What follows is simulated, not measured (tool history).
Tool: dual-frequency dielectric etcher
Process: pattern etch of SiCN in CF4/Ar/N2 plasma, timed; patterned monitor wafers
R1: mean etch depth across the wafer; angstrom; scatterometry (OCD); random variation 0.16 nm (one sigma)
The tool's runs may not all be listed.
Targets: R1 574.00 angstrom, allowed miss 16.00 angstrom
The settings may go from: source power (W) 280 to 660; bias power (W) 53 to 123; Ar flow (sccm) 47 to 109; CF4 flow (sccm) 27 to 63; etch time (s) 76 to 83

Run 1, day 0.000: source power (W) 470, bias power (W) 88, Ar flow (sccm) 78, CF4 flow (sccm) 45, etch time (s) 83. Result: R1 732.23 angstrom.
Run 2, day 0.358: source power (W) 430, bias power (W) 87, Ar flow (sccm) 78, CF4 flow (sccm) 45, etch time (s) 83. Result: R1 686.51 angstrom.
Run 3, day 0.696: source power (W) 430, bias power (W) 87, Ar flow (sccm) 83, CF4 flow (sccm) 45, etch time (s) 83. Result: R1 683.39 angstrom.
Run 4, day 0.850: source power (W) 430, bias power (W) 87, Ar flow (sccm) 71, CF4 flow (sccm) 45, etch time (s) 83. Result: R1 699.99 angstrom.
Run 5, day 1.171: source power (W) 430, bias power (W) 87, Ar flow (sccm) 71, CF4 flow (sccm) 50, etch time (s) 83. Result: R1 706.53 angstrom.
Run 6, day 1.354: source power (W) 390, bias power (W) 86, Ar flow (sccm) 71, CF4 flow (sccm) 50, etch time (s) 83. Result: R1 663.47 angstrom.
Run 7, day 1.592: source power (W) 290, bias power (W) 83, Ar flow (sccm) 72, CF4 flow (sccm) 50, etch time (s) 83. Result: R1 547.08 angstrom.
Run 8, day 1.867: source power (W) 290, bias power (W) 83, Ar flow (sccm) 72, CF4 flow (sccm) 50, etch time (s) 83. Result: R1 547.27 angstrom.
Run 9, day 1.896: source power (W) 300, bias power (W) 83, Ar flow (sccm) 72, CF4 flow (sccm) 50, etch time (s) 83. Result: R1 555.38 angstrom.

Which of these 5 next moves meets every target?
Run A, day 1.925: source power (W) 280, bias power (W) 73, Ar flow (sccm) 67, CF4 flow (sccm) 46, etch time (s) 83. Result: R1 ?.
Run B, day 1.925: source power (W) 290, bias power (W) 88, Ar flow (sccm) 77, CF4 flow (sccm) 57, etch time (s) 79. Result: R1 ?.
Run C, day 1.925: source power (W) 310, bias power (W) 80, Ar flow (sccm) 74, CF4 flow (sccm) 46, etch time (s) 78. Result: R1 ?.
Run D, day 1.925: source power (W) 340, bias power (W) 79, Ar flow (sccm) 73, CF4 flow (sccm) 47, etch time (s) 82. Result: R1 ?.
Run E, day 1.925: source power (W) 280, bias power (W) 94, Ar flow (sccm) 56, CF4 flow (sccm) 56, etch time (s) 76. Result: R1 ?.

move      R1
   A  508.15
   B  537.08
   C  517.67
   D  574.52
   E  540.20
A: further off than the last run
B: further off than the last run
C: further off than the last run
D: meets every target
E: further off than the last run
The right move is D.
